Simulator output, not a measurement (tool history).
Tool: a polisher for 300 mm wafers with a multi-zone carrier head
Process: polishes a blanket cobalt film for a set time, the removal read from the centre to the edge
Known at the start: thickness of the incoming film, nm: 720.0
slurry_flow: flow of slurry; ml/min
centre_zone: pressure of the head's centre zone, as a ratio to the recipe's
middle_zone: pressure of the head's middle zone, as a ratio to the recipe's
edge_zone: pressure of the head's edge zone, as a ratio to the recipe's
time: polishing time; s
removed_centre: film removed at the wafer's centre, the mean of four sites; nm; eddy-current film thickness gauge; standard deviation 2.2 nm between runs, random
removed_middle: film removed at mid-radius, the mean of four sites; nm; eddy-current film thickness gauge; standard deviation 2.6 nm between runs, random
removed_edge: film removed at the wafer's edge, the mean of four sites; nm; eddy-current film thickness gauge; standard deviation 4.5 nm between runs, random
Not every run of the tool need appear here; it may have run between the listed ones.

run 1 hour=0.0 | slurry_flow=145 centre_zone=1.00 middle_zone=1.00 edge_zone=1.00 time=41 | removed_centre=262.77 removed_middle=269.51 removed_edge=255.96
run 2 hour=8.9 | slurry_flow=160 centre_zone=1.00 middle_zone=1.00 edge_zone=1.00 time=41 | removed_centre=268.41 removed_middle=271.91 removed_edge=262.77
run 3 hour=13.2 | slurry_flow=145 centre_zone=1.00 middle_zone=1.00 edge_zone=1.00 time=41 | removed_centre=261.52 removed_middle=269.04 removed_edge=254.24
run 4 hour=15.2 | slurry_flow=175 centre_zone=1.00 middle_zone=1.00 edge_zone=1.00 time=41 | removed_centre=269.07 removed_middle=278.87 removed_edge=262.67
run 5 hour=16.5 | slurry_flow=180 centre_zone=1.00 middle_zone=1.01 edge_zone=1.06 time=45 | removed_centre=296.50 removed_middle=305.23 removed_edge=300.43
run 6 hour=17.5 | slurry_flow=210 centre_zone=1.00 middle_zone=1.01 edge_zone=1.06 time=45 | removed_centre=305.45 removed_middle=313.45 removed_edge=300.06
run 7 hour=25.2 | slurry_flow=190 centre_zone=1.00 middle_zone=1.04 edge_zone=1.09 time=48 | removed_centre=320.97 removed_middle=339.25 removed_edge=319.73
run 8 hour=27.1 | slurry_flow=190 centre_zone=0.99 middle_zone=1.04 edge_zone=1.12 time=50 | removed_centre=328.15 removed_middle=358.21 removed_edge=343.62
run 9 hour=31.8 | slurry_flow=190 centre_zone=0.99 middle_zone=1.04 edge_zone=1.14 time=51 | removed_centre=332.80 removed_middle=363.76 removed_edge=353.12

Run 10 comes next. What will it give?
run 10 hour=35.6 | slurry_flow=195 centre_zone=0.99 middle_zone=1.04 edge_zone=1.15 time=52 | removed_centre=? removed_middle=? removed_edge=?

removed_centre: 347.61 nm
removed_middle: 371.57 nm
removed_edge: 362.31 nm
